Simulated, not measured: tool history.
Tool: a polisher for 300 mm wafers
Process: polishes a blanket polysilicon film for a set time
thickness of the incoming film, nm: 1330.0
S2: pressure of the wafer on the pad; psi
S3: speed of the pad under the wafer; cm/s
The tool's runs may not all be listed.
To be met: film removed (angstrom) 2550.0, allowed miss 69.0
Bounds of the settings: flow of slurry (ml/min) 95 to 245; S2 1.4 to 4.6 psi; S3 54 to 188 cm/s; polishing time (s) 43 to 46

run 1 hour=0.0 | flow_of_slurry_(ml/min)=155 S2=3.0 S3=120 polishing_time_(s)=43 | film_removed_(angstrom)=3657.5
run 2 hour=6.5 | flow_of_slurry_(ml/min)=155 S2=3.0 S3=98 polishing_time_(s)=43 | film_removed_(angstrom)=2970.2
run 3 hour=14.1 | flow_of_slurry_(ml/min)=155 S2=3.0 S3=72 polishing_time_(s)=43 | film_removed_(angstrom)=2183.1
run 4 hour=17.0 | flow_of_slurry_(ml/min)=160 S2=3.0 S3=72 polishing_time_(s)=43 | film_removed_(angstrom)=2221.5
run 5 hour=20.9 | flow_of_slurry_(ml/min)=165 S2=3.0 S3=72 polishing_time_(s)=43 | film_removed_(angstrom)=2233.1
run 6 hour=23.7 | flow_of_slurry_(ml/min)=165 S2=3.0 S3=72 polishing_time_(s)=43 | film_removed_(angstrom)=2231.2
-- hour=30.4 slurry nozzle cleaned
run 7 hour=30.4 | flow_of_slurry_(ml/min)=205 S2=3.3 S3=72 polishing_time_(s)=43 | film_removed_(angstrom)=2677.3
run 8 hour=37.0 | flow_of_slurry_(ml/min)=195 S2=3.3 S3=72 polishing_time_(s)=43 | film_removed_(angstrom)=2651.6
run 9 hour=39.9 | flow_of_slurry_(ml/min)=185 S2=3.3 S3=72 polishing_time_(s)=43 | film_removed_(angstrom)=2619.7
run 10 hour=48.2 | flow_of_slurry_(ml/min)=180 S2=3.3 S3=72 polishing_time_(s)=43 | film_removed_(angstrom)=2621.3
run 11 hour=52.1 | flow_of_slurry_(ml/min)=175 S2=3.3 S3=72 polishing_time_(s)=43 | film_removed_(angstrom)=2650.2

4 next moves are on the table. One of them brings every result within its allowed miss. Which?
run A hour=56.0 | flow_of_slurry_(ml/min)=155 S2=3.1 S3=70 polishing_time_(s)=46 | film_removed_(angstrom)=?
run B hour=56.0 | flow_of_slurry_(ml/min)=95 S2=3.5 S3=68 polishing_time_(s)=43 | film_removed_(angstrom)=?
run C hour=56.0 | flow_of_slurry_(ml/min)=190 S2=3.4 S3=62 polishing_time_(s)=44 | film_removed_(angstrom)=?
run D hour=56.0 | flow_of_slurry_(ml/min)=235 S2=3.4 S3=60 polishing_time_(s)=44 | film_removed_(angstrom)=?

move=A film_removed_(angstrom)=2547.1
move=B film_removed_(angstrom)=2409.8
move=C film_removed_(angstrom)=2440.6
move=D film_removed_(angstrom)=2424.7
A: meets every target
B: takes the result that was furthest off past its target
C: takes the result that was furthest off past its target
D: takes the result that was furthest off past its target
Move A is the one to make.
